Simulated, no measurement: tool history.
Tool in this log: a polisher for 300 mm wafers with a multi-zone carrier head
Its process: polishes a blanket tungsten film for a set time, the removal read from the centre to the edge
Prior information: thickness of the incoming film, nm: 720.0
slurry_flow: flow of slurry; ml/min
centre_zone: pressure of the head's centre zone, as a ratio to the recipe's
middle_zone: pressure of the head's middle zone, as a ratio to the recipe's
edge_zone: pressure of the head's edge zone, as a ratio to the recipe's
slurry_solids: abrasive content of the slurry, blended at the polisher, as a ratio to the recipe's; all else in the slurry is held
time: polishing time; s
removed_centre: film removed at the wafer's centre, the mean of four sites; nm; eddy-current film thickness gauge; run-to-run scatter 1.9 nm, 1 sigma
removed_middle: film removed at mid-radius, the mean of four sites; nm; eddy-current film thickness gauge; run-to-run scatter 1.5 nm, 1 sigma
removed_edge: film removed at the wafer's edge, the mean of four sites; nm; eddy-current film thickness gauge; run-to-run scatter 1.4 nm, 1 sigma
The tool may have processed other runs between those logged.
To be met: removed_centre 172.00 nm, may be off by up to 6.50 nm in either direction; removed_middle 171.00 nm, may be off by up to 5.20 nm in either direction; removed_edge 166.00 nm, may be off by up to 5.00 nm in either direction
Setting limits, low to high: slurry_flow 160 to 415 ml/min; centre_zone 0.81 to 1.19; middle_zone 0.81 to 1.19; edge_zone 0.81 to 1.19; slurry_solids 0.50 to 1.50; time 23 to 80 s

| run | hour | slurry_flow | centre_zone | middle_zone | edge_zone | slurry_solids | time | removed_centre | removed_middle | removed_edge |
|---|---|---|---|---|---|---|---|---|---|---|
| 1 | 0.0 | 265 | 1.00 | 1.00 | 1.00 | 1.00 | 51 | 226.11 | 218.88 | 217.73 |
| 2 | 4.6 | 265 | 0.99 | 0.99 | 0.98 | 0.95 | 50 | 211.67 | 207.62 | 209.12 |
| 3 | 11.1 | 265 | 0.99 | 0.99 | 0.96 | 0.90 | 50 | 211.45 | 207.15 | 204.01 |
| 4 | 15.2 | 265 | 0.99 | 0.93 | 0.96 | 0.90 | 50 | 212.46 | 201.13 | 200.93 |
| 5 | 17.4 | 265 | 0.99 | 0.84 | 0.96 | 0.90 | 50 | 209.69 | 184.75 | 202.92 |
| 6 | 19.4 | 260 | 0.98 | 0.84 | 0.94 | 0.85 | 50 | 202.93 | 178.71 | 196.78 |
| 7 | 24.3 | 260 | 0.97 | 0.85 | 0.92 | 0.80 | 50 | 203.37 | 177.14 | 193.71 |
| 8 | 27.4 | 260 | 0.96 | 0.87 | 0.91 | 0.75 | 50 | 193.62 | 175.89 | 188.28 |
| 9 | 31.1 | 260 | 0.95 | 0.88 | 0.90 | 0.75 | 50 | 191.92 | 177.84 | 187.34 |

Exactly one of the 4 candidate moves below puts every result within its allowed miss. Which one?
| A | 34.8 | 290 | 0.94 | 0.94 | 0.87 | 0.90 | 43 | ? | ? | ? |
| B | 34.8 | 275 | 0.95 | 0.84 | 0.93 | 0.70 | 55 | ? | ? | ? |
| C | 34.8 | 200 | 1.06 | 0.81 | 1.00 | 0.55 | 60 | ? | ? | ? |
| D | 34.8 | 290 | 1.01 | 0.82 | 0.86 | 0.75 | 54 | ? | ? | ? |

| move | removed_centre | removed_middle | removed_edge |
|---|---|---|---|
| A | 174.77 | 173.78 | 169.06 |
| B | 210.89 | 189.21 | 208.46 |
| C | 235.01 | 183.72 | 216.99 |
| D | 225.07 | 186.04 | 202.00 |
A: each result inside its tolerance
B: its largest miss is bigger than the last run's
C: its largest miss is bigger than the last run's
D: its largest miss is bigger than the last run's
The right move is A.

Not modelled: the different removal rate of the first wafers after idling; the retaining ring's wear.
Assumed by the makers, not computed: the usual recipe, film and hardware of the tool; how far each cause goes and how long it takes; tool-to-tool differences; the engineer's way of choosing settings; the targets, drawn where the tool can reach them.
